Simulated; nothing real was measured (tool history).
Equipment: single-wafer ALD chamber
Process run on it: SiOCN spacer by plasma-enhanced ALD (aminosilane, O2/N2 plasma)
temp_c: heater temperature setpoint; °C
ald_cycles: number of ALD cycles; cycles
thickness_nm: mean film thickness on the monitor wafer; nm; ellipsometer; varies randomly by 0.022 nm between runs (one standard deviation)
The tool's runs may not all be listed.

run    day  temp_c  ald_cycles  thickness_nm
  1  0.000     415          59        3.5218
  2  0.104     415          53        3.1411
  3  0.133     424          53        3.0463
  4  0.212     420          55        3.2083
  5  0.308     416          55        3.2539
  6  0.358     425          55        3.1322
  7  0.646     420          57        3.3281
  8  0.812     416          58        3.4256
  9  0.983     413          59        3.5331
 10  1.071     410          60        3.5980
 11  1.354     408          61        3.7363

What does the tool deliver on the next run?
 12  1.658     408          61             ?

thickness_nm: 3.7139 nm
